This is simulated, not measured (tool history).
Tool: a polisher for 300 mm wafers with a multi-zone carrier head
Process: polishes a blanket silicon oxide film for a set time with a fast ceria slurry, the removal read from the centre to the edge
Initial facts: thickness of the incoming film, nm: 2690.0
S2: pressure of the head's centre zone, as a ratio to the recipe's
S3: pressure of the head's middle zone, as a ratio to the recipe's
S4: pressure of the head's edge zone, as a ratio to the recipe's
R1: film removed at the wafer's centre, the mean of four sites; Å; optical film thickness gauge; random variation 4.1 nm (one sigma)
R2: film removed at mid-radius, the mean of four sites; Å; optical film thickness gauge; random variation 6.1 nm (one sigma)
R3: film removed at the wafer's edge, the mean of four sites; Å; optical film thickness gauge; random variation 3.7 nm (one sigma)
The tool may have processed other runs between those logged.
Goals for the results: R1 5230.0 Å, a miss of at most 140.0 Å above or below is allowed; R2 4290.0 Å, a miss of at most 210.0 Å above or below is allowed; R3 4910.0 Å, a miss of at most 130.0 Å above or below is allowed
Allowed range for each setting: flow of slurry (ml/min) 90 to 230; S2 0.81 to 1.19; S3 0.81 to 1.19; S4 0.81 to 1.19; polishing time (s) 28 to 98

{"run": 1, "hour": 0.0, "flow of slurry (ml/min)": 150, "S2": 1.0, "S3": 1.0, "S4": 1.0, "polishing time (s)": 63, "R1": 8590.6, "R2": 8617.3, "R3": 8534.2}
{"run": 2, "hour": 3.1, "flow of slurry (ml/min)": 150, "S2": 0.96, "S3": 1.0, "S4": 1.0, "polishing time (s)": 63, "R1": 8198.4, "R2": 8675.1, "R3": 8525.6}
{"run": 3, "hour": 5.6, "flow of slurry (ml/min)": 165, "S2": 0.96, "S3": 1.0, "S4": 1.0, "polishing time (s)": 63, "R1": 8437.4, "R2": 8873.2, "R3": 8755.8}
{"run": 4, "hour": 13.7, "flow of slurry (ml/min)": 165, "S2": 0.96, "S3": 1.0, "S4": 1.0, "polishing time (s)": 73, "R1": 9740.4, "R2": 10353.0, "R3": 9951.3}
{"run": 5, "hour": 18.6, "flow of slurry (ml/min)": 150, "S2": 0.98, "S3": 0.95, "S4": 0.95, "polishing time (s)": 59, "R1": 8078.7, "R2": 7616.8, "R3": 7845.1}
{"run": 6, "hour": 22.7, "flow of slurry (ml/min)": 170, "S2": 0.98, "S3": 0.95, "S4": 0.95, "polishing time (s)": 59, "R1": 8164.8, "R2": 7966.5, "R3": 8064.8}
{"run": 7, "hour": 25.6, "flow of slurry (ml/min)": 150, "S2": 0.97, "S3": 0.92, "S4": 0.91, "polishing time (s)": 51, "R1": 6863.0, "R2": 6456.6, "R3": 6569.3}
{"run": 8, "hour": 27.0, "flow of slurry (ml/min)": 130, "S2": 0.97, "S3": 0.88, "S4": 0.9, "polishing time (s)": 47, "R1": 6014.5, "R2": 5528.1, "R3": 5959.6}
{"run": 9, "hour": 32.6, "flow of slurry (ml/min)": 120, "S2": 0.98, "S3": 0.86, "S4": 0.88, "polishing time (s)": 45, "R1": 5688.1, "R2": 5132.6, "R3": 5540.2}
{"run": 10, "hour": 40.7, "flow of slurry (ml/min)": 115, "S2": 1.0, "S3": 0.84, "S4": 0.88, "polishing time (s)": 44, "R1": 5600.2, "R2": 4888.6, "R3": 5401.1}
{"run": 11, "hour": 42.0, "flow of slurry (ml/min)": 95, "S2": 1.05, "S3": 0.81, "S4": 0.87, "polishing time (s)": 39, "R1": 4814.3, "R2": 4017.0, "R3": 4599.4}
{"run": 12, "hour": 50.7, "flow of slurry (ml/min)": 105, "S2": 1.05, "S3": 0.81, "S4": 0.88, "polishing time (s)": 39, "R1": 5062.5, "R2": 4184.1, "R3": 4669.7}

Below are 4 possible settings for the next run. Only one of them brings all results inside the allowed miss of their targets. Which is it?
{"run": "A", "hour": 59.4, "flow of slurry (ml/min)": 90, "S2": 0.96, "S3": 0.88, "S4": 0.91, "polishing time (s)": 44, "R1": "?", "R2": "?", "R3": "?"}
{"run": "B", "hour": 59.4, "flow of slurry (ml/min)": 105, "S2": 1.0, "S3": 0.86, "S4": 0.91, "polishing time (s)": 42, "R1": "?", "R2": "?", "R3": "?"}
{"run": "C", "hour": 59.4, "flow of slurry (ml/min)": 90, "S2": 0.97, "S3": 0.81, "S4": 0.93, "polishing time (s)": 43, "R1": "?", "R2": "?", "R3": "?"}
{"run": "D", "hour": 59.4, "flow of slurry (ml/min)": 90, "S2": 1.05, "S3": 0.81, "S4": 0.85, "polishing time (s)": 42, "R1": "?", "R2": "?", "R3": "?"}

move=A R1=4896.9 R2=4766.0 R3=5208.5
move=B R1=5154.1 R2=4693.5 R3=5138.0
move=C R1=4833.7 R2=4375.7 R3=5141.9
move=D R1=5113.7 R2=4272.6 R3=4836.8
A: moves the result that the last run missed by most past its target, out the other side
B: moves the result that the last run missed by most past its target, out the other side
C: moves the result that the last run missed by most past its target, out the other side
D: in spec on every target
The move that meets every target is D.

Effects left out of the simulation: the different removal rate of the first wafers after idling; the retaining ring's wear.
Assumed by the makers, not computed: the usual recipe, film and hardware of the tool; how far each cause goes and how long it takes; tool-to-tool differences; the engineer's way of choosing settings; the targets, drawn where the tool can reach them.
